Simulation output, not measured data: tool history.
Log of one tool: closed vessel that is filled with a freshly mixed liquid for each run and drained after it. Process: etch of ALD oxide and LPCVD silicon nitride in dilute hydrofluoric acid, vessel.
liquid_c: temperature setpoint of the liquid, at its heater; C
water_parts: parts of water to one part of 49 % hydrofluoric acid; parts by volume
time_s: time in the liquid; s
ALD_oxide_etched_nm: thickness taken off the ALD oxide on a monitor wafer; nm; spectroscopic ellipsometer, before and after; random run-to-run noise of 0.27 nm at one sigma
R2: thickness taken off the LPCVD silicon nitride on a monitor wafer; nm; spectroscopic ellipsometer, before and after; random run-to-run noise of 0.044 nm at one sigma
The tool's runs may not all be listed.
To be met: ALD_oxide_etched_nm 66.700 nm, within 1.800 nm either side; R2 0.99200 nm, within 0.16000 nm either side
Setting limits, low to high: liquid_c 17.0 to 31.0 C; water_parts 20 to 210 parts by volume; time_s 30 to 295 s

Run 1, hour 0.0: liquid_c 23.0 C, water_parts 115 parts by volume, time_s 150 s. Result: ALD_oxide_etched_nm 45.333 nm, R2 0.59159 nm.
Run 2, hour 4.8: liquid_c 23.0 C, water_parts 130 parts by volume, time_s 150 s. Result: ALD_oxide_etched_nm 39.679 nm, R2 0.49796 nm.
Run 3, hour 10.5: liquid_c 23.0 C, water_parts 160 parts by volume, time_s 150 s. Result: ALD_oxide_etched_nm 30.993 nm, R2 0.43928 nm.
Run 4, hour 13.3: liquid_c 24.5 C, water_parts 150 parts by volume, time_s 150 s. Result: ALD_oxide_etched_nm 35.402 nm, R2 0.51783 nm.
Run 5, hour 20.1: liquid_c 26.5 C, water_parts 150 parts by volume, time_s 150 s. Result: ALD_oxide_etched_nm 38.354 nm, R2 0.61723 nm.
Run 6, hour 24.5: liquid_c 26.5 C, water_parts 180 parts by volume, time_s 150 s. Result: ALD_oxide_etched_nm 30.819 nm, R2 0.48250 nm.
Run 7, hour 29.8: liquid_c 27.0 C, water_parts 165 parts by volume, time_s 150 s. Result: ALD_oxide_etched_nm 34.706 nm, R2 0.55298 nm.
Run 8, hour 35.0: liquid_c 27.5 C, water_parts 150 parts by volume, time_s 150 s. Result: ALD_oxide_etched_nm 39.654 nm, R2 0.61194 nm.
Run 9, hour 37.9: liquid_c 31.0 C, water_parts 100 parts by volume, time_s 150 s. Result: ALD_oxide_etched_nm 72.518 nm, R2 1.13100 nm.
Run 10, hour 44.2: liquid_c 30.5 C, water_parts 100 parts by volume, time_s 150 s. Result: ALD_oxide_etched_nm 70.773 nm, R2 1.10500 nm.
Run 11, hour 51.8: liquid_c 30.0 C, water_parts 100 parts by volume, time_s 150 s. Result: ALD_oxide_etched_nm 69.875 nm, R2 1.07160 nm.

Of the 5 settings listed for the next run, only one would bring every result within its allowed miss of target. Which one?
Run A, hour 59.4: liquid_c 25.0 C, water_parts 95 parts by volume, time_s 175 s. Result: ALD_oxide_etched_nm ?, R2 ?.
Run B, hour 59.4: liquid_c 30.0 C, water_parts 85 parts by volume, time_s 130 s. Result: ALD_oxide_etched_nm ?, R2 ?.
Run C, hour 59.4: liquid_c 23.0 C, water_parts 60 parts by volume, time_s 115 s. Result: ALD_oxide_etched_nm ?, R2 ?.
Run D, hour 59.4: liquid_c 28.0 C, water_parts 110 parts by volume, time_s 185 s. Result: ALD_oxide_etched_nm ?, R2 ?.
Run E, hour 59.4: liquid_c 28.0 C, water_parts 85 parts by volume, time_s 130 s. Result: ALD_oxide_etched_nm ?, R2 ?.

move  ALD_oxide_etched_nm       R2
   A               71.394  0.98620
   B               72.907  1.12920
   C               71.654  0.89181
   D               71.783  1.09340
   E               67.527  0.99399
A: moves away from the targets compared with the last run
B: moves away from the targets compared with the last run
C: moves away from the targets compared with the last run
D: moves away from the targets compared with the last run
E: meets every target
Answer: E
